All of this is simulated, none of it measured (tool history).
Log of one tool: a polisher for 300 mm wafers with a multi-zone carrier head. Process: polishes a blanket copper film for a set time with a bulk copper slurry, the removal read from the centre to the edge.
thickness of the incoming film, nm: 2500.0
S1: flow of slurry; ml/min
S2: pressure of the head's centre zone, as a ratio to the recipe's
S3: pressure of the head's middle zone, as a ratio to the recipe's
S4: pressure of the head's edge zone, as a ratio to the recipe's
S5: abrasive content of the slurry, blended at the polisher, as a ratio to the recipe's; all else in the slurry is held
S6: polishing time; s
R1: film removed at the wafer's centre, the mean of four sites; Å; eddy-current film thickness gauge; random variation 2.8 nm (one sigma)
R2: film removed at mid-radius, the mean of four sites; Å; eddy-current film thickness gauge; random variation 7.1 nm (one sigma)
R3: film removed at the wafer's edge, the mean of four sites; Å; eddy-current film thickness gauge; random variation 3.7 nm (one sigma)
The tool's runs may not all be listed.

run,hour,S1,S2,S3,S4,S5,S6,R1,R2,R3
1,0,180,1,1,1,1,37,3605.8,3669.9,3719.6
2,4.6,180,1,1.05,1,1,37,3643,3771.2,3770.6
3,7.9,180,0.94,1.05,1,1,37,3389.3,3739,3711.4
4,9.2,195,0.94,1.1,1.04,1.15,38,3695.9,4230,4031.1
5,16.4,155,0.94,1.1,1.04,1.15,38,3535.2,4105.4,3995.4
6,23.9,155,0.94,1.1,1.04,1.15,31,2874.8,3375.2,3245.1
7,25.1,140,0.96,1.13,1.07,1.25,35,3355.9,3901.5,3713.7
8,33.7,150,0.95,1.14,1.11,1.35,38,3741.7,4451.7,4310.3
9,37.2,180,0.96,1.15,1.14,1.4,38,3949,4830.9,4397.9
10,44.9,180,0.96,1.15,1.14,1.4,38,3947.8,4771,4453.6

The next listed run, before its measurement:
11,52.9,180,0.96,1.15,1.14,1.4,38,?,?,?

{"run 11": {"R1": 3911, "R2": 4618.7, "R3": 4437.8}}
